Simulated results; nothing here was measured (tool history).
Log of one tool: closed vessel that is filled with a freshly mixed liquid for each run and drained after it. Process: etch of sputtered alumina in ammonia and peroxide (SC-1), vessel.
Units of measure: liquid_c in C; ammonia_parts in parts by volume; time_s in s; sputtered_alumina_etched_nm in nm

run	hour	liquid_c	ammonia_parts	time_s	sputtered_alumina_etched_nm
1	0.0	58.0	0.90	460	25.249
2	7.4	58.0	0.90	490	26.945
3	10.3	58.0	0.75	490	26.469
4	12.8	54.0	0.75	490	21.457
5	15.0	54.0	0.75	490	21.434
6	22.1	54.0	0.75	460	20.050
7	29.8	51.5	0.75	460	17.512
8	34.6	49.5	0.75	460	15.867

The next listed run, before its measurement:
9	43.5	48.0	0.75	460	?

For run 9 the tool returned sputtered_alumina_etched_nm 14.485 nm.
